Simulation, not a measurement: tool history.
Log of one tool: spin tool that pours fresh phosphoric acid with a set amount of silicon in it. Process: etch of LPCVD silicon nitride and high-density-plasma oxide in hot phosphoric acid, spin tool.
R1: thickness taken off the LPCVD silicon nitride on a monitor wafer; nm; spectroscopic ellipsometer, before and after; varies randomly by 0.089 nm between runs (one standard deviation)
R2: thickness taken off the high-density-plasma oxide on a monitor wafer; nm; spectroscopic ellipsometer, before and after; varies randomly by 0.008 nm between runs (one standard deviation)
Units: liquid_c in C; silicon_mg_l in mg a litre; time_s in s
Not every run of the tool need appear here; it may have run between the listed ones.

run 1 hour=0 | liquid_c=163 silicon_mg_l=24.5 time_s=180 | R1=17.512 R2=0.26973
run 2 hour=1.2 | liquid_c=163 silicon_mg_l=11.5 time_s=180 | R1=17.35 R2=0.42923
run 3 hour=2.4 | liquid_c=162.5 silicon_mg_l=18 time_s=180 | R1=17.061 R2=0.29941
run 4 hour=9.2 | liquid_c=163.5 silicon_mg_l=18 time_s=180 | R1=17.649 R2=0.37838
run 5 hour=16.2 | liquid_c=163.5 silicon_mg_l=18 time_s=240 | R1=23.593 R2=0.44826
run 6 hour=21.3 | liquid_c=162.5 silicon_mg_l=21 time_s=230 | R1=21.864 R2=0.38897
-- hour=27 heated supply line repaired
run 7 hour=27 | liquid_c=162.5 silicon_mg_l=21 time_s=230 | R1=23.036 R2=0.43429
run 8 hour=35.8 | liquid_c=162.5 silicon_mg_l=26.5 time_s=215 | R1=21.803 R2=0.35623
run 9 hour=42.3 | liquid_c=161.5 silicon_mg_l=31.5 time_s=200 | R1=19.333 R2=0.23006

What will run 10 give?
run 10 hour=42.9 | liquid_c=161 silicon_mg_l=33.5 time_s=195 | R1=? R2=?

{"run 10": {"R1": 18.507, "R2": 0.22899}}
